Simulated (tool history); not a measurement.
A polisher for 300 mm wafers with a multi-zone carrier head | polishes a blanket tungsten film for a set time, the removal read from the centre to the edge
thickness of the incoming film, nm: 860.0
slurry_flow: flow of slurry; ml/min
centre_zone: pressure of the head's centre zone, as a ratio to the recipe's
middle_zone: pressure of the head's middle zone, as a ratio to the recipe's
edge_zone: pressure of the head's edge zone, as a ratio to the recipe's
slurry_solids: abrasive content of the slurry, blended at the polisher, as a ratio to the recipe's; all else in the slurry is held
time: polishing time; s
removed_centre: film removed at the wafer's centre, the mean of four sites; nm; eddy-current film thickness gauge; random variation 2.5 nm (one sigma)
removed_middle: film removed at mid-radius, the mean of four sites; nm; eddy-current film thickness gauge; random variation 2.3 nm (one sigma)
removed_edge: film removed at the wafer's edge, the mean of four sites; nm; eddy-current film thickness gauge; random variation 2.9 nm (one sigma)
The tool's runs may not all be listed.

run	hour	slurry_flow	centre_zone	middle_zone	edge_zone	slurry_solids	time	removed_centre	removed_middle	removed_edge
1	0	190	1	1	1	1	39	183.69	181.66	181.72
2	6	195	1.01	1.03	1.01	1.05	39	184.13	191.11	185.44
3	8.1	200	1.03	1.05	1.01	1.1	39	195.7	193.36	186.87
4	14.1	200	0.95	1.05	1.01	1.1	39	178.58	190.36	186.34
5	15.3	200	0.95	1.05	1.01	1.25	39	186.58	201.12	190.97
6	19.3	205	0.96	1.07	1.01	1.3	39	188.58	205.7	199.59

Run 7 comes next. What will it give?
7	25.6	205	0.98	1.09	0.98	1.35	39	?	?	?

Run 7 gave removed_centre 195.86 nm, removed_middle 207.83 nm, removed_edge 195.4 nm.
